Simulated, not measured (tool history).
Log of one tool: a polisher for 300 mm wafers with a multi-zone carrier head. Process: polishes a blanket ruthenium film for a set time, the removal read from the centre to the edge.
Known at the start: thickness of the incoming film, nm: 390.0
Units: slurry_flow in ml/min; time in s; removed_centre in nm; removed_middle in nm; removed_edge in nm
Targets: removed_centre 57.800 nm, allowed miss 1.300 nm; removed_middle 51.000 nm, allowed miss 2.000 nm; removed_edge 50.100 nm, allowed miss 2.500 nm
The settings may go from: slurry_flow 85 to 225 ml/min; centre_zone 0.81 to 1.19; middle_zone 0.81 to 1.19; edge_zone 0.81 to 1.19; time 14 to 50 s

run	hour	slurry_flow	centre_zone	middle_zone	edge_zone	time	removed_centre	removed_middle	removed_edge
1	0.0	145	1.00	1.00	1.00	32	41.594	41.644	42.056
2	7.7	165	1.06	1.03	1.04	33	46.682	44.821	44.533
3	11.9	165	1.06	1.09	1.04	33	46.714	46.804	44.017
4	17.0	180	1.10	1.09	1.07	34	50.827	49.735	46.697
5	19.5	180	1.10	1.04	1.07	34	50.962	46.149	45.952
6	26.2	180	1.10	1.04	1.14	34	50.671	46.782	47.522
7	33.4	190	1.12	1.05	1.15	34	52.437	48.478	49.974
8	36.1	200	1.14	1.06	1.13	34	53.340	49.090	49.362
9	39.5	205	1.16	1.06	1.12	34	54.878	48.467	48.960
10	42.4	210	1.17	1.07	1.12	34	55.600	49.780	48.966
11	47.4	215	1.18	1.07	1.12	34	56.998	49.917	48.647
12	51.2	215	1.18	1.07	1.13	34	56.663	51.090	48.876
13	57.1	225	1.19	1.04	1.16	34	57.158	48.945	50.330

5 next moves are on the table. One of them brings every result within its allowed miss. Which?
A	63.0	220	1.18	0.95	1.15	34	?	?	?
B	63.0	225	1.18	0.93	1.14	34	?	?	?
C	63.0	205	1.19	1.09	1.15	35	?	?	?
D	63.0	205	1.19	1.00	1.18	34	?	?	?
E	63.0	220	1.19	0.93	1.19	34	?	?	?

move	removed_centre	removed_middle	removed_edge
A	56.890	45.789	50.144
B	57.074	45.246	50.042
C	58.461	51.514	51.156
D	56.760	47.014	50.416
E	57.368	45.104	51.056
A: further off than the last run
B: further off than the last run
C: meets every target
D: further off than the last run
E: further off than the last run
The right move is C.

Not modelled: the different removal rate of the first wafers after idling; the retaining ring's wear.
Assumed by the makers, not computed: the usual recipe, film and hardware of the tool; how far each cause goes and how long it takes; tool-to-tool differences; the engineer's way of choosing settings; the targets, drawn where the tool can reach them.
